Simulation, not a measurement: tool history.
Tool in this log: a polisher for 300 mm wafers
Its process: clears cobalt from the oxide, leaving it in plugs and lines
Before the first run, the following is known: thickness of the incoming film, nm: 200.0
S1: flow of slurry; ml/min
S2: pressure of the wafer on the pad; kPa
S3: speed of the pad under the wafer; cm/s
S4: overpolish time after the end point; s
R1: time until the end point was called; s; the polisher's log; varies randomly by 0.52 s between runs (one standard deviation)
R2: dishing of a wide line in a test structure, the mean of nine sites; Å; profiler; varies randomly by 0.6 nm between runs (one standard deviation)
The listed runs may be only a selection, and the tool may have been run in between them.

run,hour,S1,S2,S3,S4,R1,R2
1,0.0,265,11.0,86,25,61.561,424.72
2,1.6,265,13.1,86,25,52.378,452.62
3,10.2,325,13.1,86,25,51.940,467.15
4,16.1,325,14.5,86,25,46.021,474.92
5,21.5,295,14.5,86,25,45.837,481.76
6,28.4,295,14.5,86,30,46.769,510.31
7,33.5,295,17.9,100,18,32.128,476.64
8,36.4,295,17.9,102,17,32.713,467.84
9,43.1,295,17.9,104,16,31.985,458.63

Run 10 is up next; what results do you expect?
10,43.7,295,17.9,106,15,?,?

{"run 10": {"R1": 30.271, "R2": 460.64}}
